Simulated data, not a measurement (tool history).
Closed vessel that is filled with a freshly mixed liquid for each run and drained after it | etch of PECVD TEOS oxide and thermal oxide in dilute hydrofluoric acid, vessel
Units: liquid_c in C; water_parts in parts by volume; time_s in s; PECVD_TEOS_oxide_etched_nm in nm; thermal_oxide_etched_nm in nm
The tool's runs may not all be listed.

run	hour	liquid_c	water_parts	time_s	PECVD_TEOS_oxide_etched_nm	thermal_oxide_etched_nm
1	0	23	100	60	11.243	2.6299
2	4.1	23	120	60	9.1046	2.1592
3	6.2	23	120	40	6.0361	1.4123
4	9.9	23	150	40	4.6796	1.0813
5	18.2	23	170	40	3.945	0.95662
6	20.8	20.5	170	40	3.6625	0.8732
7	25.2	22.5	170	40	3.9204	0.9381
8	29.7	24	170	40	4.162	0.99369
9	30.9	25	170	40	4.343	1.0363
10	35.4	25.5	170	40	4.4325	1.0378
11	40.1	26	170	40	4.5757	1.0688

The next listed run, before its measurement:
12	48.9	26.5	170	40	?	?

Run 12 gave PECVD_TEOS_oxide_etched_nm 4.6033 nm, thermal_oxide_etched_nm 1.0669 nm.
